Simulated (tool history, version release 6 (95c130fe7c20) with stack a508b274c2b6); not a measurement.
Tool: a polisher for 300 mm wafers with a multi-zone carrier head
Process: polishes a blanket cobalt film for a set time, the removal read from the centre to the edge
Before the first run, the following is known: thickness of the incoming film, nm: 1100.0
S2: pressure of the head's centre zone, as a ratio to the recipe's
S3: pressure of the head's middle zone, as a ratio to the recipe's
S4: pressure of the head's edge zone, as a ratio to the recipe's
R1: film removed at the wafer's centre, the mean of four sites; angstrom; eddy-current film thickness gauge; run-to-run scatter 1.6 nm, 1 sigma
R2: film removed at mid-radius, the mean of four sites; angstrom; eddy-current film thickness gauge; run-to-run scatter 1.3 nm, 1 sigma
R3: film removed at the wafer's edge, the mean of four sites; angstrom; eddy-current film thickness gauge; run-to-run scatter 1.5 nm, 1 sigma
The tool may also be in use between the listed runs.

{"run": 1, "day": 0.0, "flow of slurry (ml/min)": 270, "S2": 1.0, "S3": 1.0, "S4": 1.0, "polishing time (s)": 64, "R1": 2083.9, "R2": 2091.0, "R3": 2124.3}
{"run": 2, "day": 0.033, "flow of slurry (ml/min)": 205, "S2": 1.0, "S3": 1.0, "S4": 1.0, "polishing time (s)": 64, "R1": 1982.8, "R2": 2031.3, "R3": 2032.9}
{"run": 3, "day": 0.158, "flow of slurry (ml/min)": 195, "S2": 0.96, "S3": 1.0, "S4": 0.99, "polishing time (s)": 59, "R1": 1752.3, "R2": 1847.3, "R3": 1881.8}
{"run": 4, "day": 0.521, "flow of slurry (ml/min)": 195, "S2": 0.96, "S3": 1.0, "S4": 1.05, "polishing time (s)": 59, "R1": 1738.9, "R2": 1841.4, "R3": 1938.5}
{"run": 5, "day": 0.554, "flow of slurry (ml/min)": 160, "S2": 0.96, "S3": 1.0, "S4": 1.05, "polishing time (s)": 59, "R1": 1684.7, "R2": 1771.6, "R3": 1887.2}
{"run": 6, "day": 0.608, "flow of slurry (ml/min)": 160, "S2": 0.96, "S3": 1.0, "S4": 1.05, "polishing time (s)": 70, "R1": 2003.4, "R2": 2116.8, "R3": 2238.7}
{"run": 7, "day": 0.979, "flow of slurry (ml/min)": 160, "S2": 0.93, "S3": 1.01, "S4": 1.03, "polishing time (s)": 64, "R1": 1754.6, "R2": 1947.2, "R3": 2070.9}
{"run": 8, "day": 1.171, "flow of slurry (ml/min)": 165, "S2": 0.92, "S3": 1.02, "S4": 1.01, "polishing time (s)": 59, "R1": 1598.9, "R2": 1808.5, "R3": 1827.2}
{"run": 9, "day": 1.354, "flow of slurry (ml/min)": 165, "S2": 0.9, "S3": 1.02, "S4": 1.0, "polishing time (s)": 56, "R1": 1512.2, "R2": 1711.0, "R3": 1750.0}
{"run": 10, "day": 1.55, "flow of slurry (ml/min)": 160, "S2": 0.81, "S3": 1.09, "S4": 0.97, "polishing time (s)": 40, "R1": 949.61, "R2": 1257.3, "R3": 1243.7}

Forecast run 11:
{"run": 11, "day": 1.621, "flow of slurry (ml/min)": 180, "S2": 0.83, "S3": 1.1, "S4": 0.99, "polishing time (s)": 40, "R1": "?", "R2": "?", "R3": "?"}

For run 11 the tool returned R1 997.04 angstrom, R2 1290.4 angstrom, R3 1271.1 angstrom.
